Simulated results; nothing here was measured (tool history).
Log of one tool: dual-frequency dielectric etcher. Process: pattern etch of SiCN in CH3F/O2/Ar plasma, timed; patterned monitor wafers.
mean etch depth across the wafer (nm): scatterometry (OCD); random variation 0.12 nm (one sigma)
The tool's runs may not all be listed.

run	hour	source power (W)	bias power (W)	etch time (s)	mean etch depth across the wafer (nm)
1	0	530	100	53	26.688
2	2.4	530	100	55.5	27.937
3	6	510	96	55.5	26.805
4	11.6	510	96	55.5	27.012
5	15	490	94	55.5	25.638
# hour 17.3: source power generator calibrated
6	17.3	470	94	55.5	24.599
7	25.7	460	94	55.5	24.17
8	26.5	450	94	55.5	23.466
9	31.3	440	94	55.5	23.596
10	34.8	430	94	55.5	23.086

The next listed run, before its measurement:
11	41.5	330	90	55.5	?

mean etch depth across the wafer (nm): 18.257
